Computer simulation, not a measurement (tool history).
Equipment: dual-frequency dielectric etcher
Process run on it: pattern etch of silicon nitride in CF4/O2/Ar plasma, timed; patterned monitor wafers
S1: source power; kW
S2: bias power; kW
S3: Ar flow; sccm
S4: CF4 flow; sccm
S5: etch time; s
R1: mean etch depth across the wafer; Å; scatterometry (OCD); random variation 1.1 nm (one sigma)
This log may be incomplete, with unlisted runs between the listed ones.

run,hour,S1,S2,S3,S4,S5,R1
1,0.0,0.420,0.059,76,119,196,3727.5
2,2.9,0.430,0.059,76,119,196,3805.7
3,5.1,0.440,0.059,76,119,196,3871.2
4,6.8,0.450,0.059,76,119,196,3962.1
5,11.6,0.450,0.059,76,119,196,3972.5
6,12.8,0.450,0.059,76,128,196,3986.7

What does the tool deliver on the next run?
7,16.3,0.460,0.059,76,128,196,?

{"run 7": {"R1": 4079.6}}
